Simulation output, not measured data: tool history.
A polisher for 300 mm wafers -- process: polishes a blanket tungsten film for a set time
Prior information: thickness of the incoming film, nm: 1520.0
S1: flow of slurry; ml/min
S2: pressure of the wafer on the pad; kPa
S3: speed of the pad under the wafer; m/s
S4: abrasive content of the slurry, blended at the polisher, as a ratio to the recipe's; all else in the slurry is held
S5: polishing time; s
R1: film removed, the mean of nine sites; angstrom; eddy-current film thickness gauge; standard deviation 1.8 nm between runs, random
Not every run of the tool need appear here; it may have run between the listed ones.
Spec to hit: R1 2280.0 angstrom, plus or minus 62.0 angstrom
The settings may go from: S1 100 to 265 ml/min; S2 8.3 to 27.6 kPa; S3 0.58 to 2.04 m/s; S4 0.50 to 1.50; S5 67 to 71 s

| run | hour | S1 | S2 | S3 | S4 | S5 | R1 |
|---|---|---|---|---|---|---|---|
| 1 | 0.0 | 170 | 17.9 | 1.30 | 1.00 | 67 | 2947.4 |
| 2 | 8.3 | 170 | 17.9 | 1.30 | 1.00 | 71 | 3117.4 |
| 3 | 11.6 | 170 | 17.9 | 1.06 | 1.00 | 71 | 2535.6 |
| 4 | 20.4 | 170 | 17.9 | 1.06 | 0.85 | 71 | 2491.3 |
| 5 | 25.2 | 165 | 17.9 | 1.06 | 0.85 | 71 | 2451.7 |
| 6 | 33.2 | 165 | 17.9 | 1.34 | 0.85 | 71 | 3094.4 |
| 7 | 38.7 | 155 | 16.5 | 1.34 | 0.85 | 71 | 2906.5 |
| 8 | 47.6 | 155 | 15.2 | 1.34 | 0.85 | 71 | 2709.6 |
| 9 | 56.1 | 155 | 14.5 | 1.34 | 0.85 | 71 | 2676.8 |
| 10 | 59.2 | 150 | 13.8 | 1.34 | 0.85 | 71 | 2509.0 |
| 11 | 62.0 | 145 | 13.1 | 1.34 | 0.85 | 71 | 2446.2 |

Pick the move, out of 5, that brings all results within their allowed miss; only one does.
| A | 64.8 | 145 | 14.5 | 1.46 | 0.80 | 68 | ? |
| B | 64.8 | 180 | 15.2 | 1.24 | 0.95 | 71 | ? |
| C | 64.8 | 145 | 13.1 | 1.36 | 0.90 | 71 | ? |
| D | 64.8 | 180 | 11.7 | 1.34 | 0.75 | 71 | ? |
| E | 64.8 | 100 | 10.3 | 1.68 | 1.00 | 69 | ? |

| move | R1 |
|---|---|
| A | 2638.7 |
| B | 2603.0 |
| C | 2461.8 |
| D | 2254.1 |
| E | 2390.9 |
A: misses by more than the last run did
B: misses by more than the last run did
C: misses by more than the last run did
D: each result inside its tolerance
E: an improvement on the last run, though not all results are within tolerance
D is the move that brings every result within its allowed miss.

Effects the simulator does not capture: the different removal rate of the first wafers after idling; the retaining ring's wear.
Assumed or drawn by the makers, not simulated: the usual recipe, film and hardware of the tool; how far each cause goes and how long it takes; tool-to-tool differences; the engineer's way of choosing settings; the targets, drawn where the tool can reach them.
